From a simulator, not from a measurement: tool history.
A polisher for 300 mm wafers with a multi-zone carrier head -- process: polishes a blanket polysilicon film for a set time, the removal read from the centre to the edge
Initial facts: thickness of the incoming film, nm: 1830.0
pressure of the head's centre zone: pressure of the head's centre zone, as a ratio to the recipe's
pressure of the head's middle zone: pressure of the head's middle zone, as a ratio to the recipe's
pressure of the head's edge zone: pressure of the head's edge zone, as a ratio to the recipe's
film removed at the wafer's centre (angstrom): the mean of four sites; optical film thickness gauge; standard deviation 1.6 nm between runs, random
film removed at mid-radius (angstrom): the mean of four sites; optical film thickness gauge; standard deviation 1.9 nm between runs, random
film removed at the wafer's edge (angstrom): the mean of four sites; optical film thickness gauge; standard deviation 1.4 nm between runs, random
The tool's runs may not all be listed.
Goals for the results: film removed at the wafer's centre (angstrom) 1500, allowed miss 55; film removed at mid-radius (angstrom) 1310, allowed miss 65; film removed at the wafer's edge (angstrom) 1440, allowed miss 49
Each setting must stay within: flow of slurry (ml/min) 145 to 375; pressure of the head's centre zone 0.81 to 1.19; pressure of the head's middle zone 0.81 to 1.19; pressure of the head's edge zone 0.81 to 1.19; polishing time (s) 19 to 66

run  hour  flow of slurry (ml/min)  pressure of the head's centre zone  pressure of the head's middle zone  pressure of the head's edge zone  polishing time (s)  film removed at the wafer's centre (angstrom)  film removed at mid-radius (angstrom)  film removed at the wafer's edge (angstrom)
  1     0                      240                                   1                                   1                                 1                  42                                         2450.8                                 2406.7                                         2477
  2   3.1                      240                                   1                                   1                                 1                  51                                         2913.5                                   2911                                       3022.7
  3   4.2                      240                                   1                                   1                                 1                  45                                         2585.7                                 2508.7                                       2667.2
  4   8.6                      240                                1.05                                   1                                 1                  45                                           2795                                 2624.4                                       2649.3
  5  10.9                      240                                   1                                   1                                 1                  45                                         2654.3                                 2607.2                                       2624.8
  6  14.7                      230                                0.98                                0.96                              0.99                  39                                         2207.5                                 2150.4                                       2255.6
  7  21.7                      225                                1.02                                0.86                              0.89                  27                                         1572.8                                 1308.4                                       1507.3
  8  23.4                      220                                1.01                                0.87                              0.88                  27                                         1601.4                                 1381.8                                       1481.3
  9  26.3                      220                                   1                                0.86                              0.88                  27                                         1570.7                                 1327.8                                       1510.3
 10  28.1                      215                                0.99                                0.86                              0.87                  27                                         1532.2                                 1314.1                                       1510.8

4 next moves are on the table. One of them brings every result within its allowed miss. Which?
  A  29.9                      195                                0.93                                0.93                              0.95                  27                                              ?                                      ?                                            ?
  B  29.9                      240                                0.96                                0.83                              0.92                  28                                              ?                                      ?                                            ?
  C  29.9                      155                                1.04                                 0.9                              0.92                  26                                              ?                                      ?                                            ?
  D  29.9                      155                                1.11                                0.85                              0.81                  27                                              ?                                      ?                                            ?

move  film removed at the wafer's centre (angstrom)  film removed at mid-radius (angstrom)  film removed at the wafer's edge (angstrom)
   A                                         1446.9                                 1432.2                                       1525.6
   B                                         1568.4                                   1376                                       1581.5
   C                                         1488.9                                 1314.1                                       1425.9
   D                                           1630                                 1301.5                                       1399.2
A: the biggest miss grows against the last run
B: the biggest miss grows against the last run
C: each result inside its tolerance
D: brings the result that was furthest off to its target, and leaves another outside
Go with C: it meets all targets.
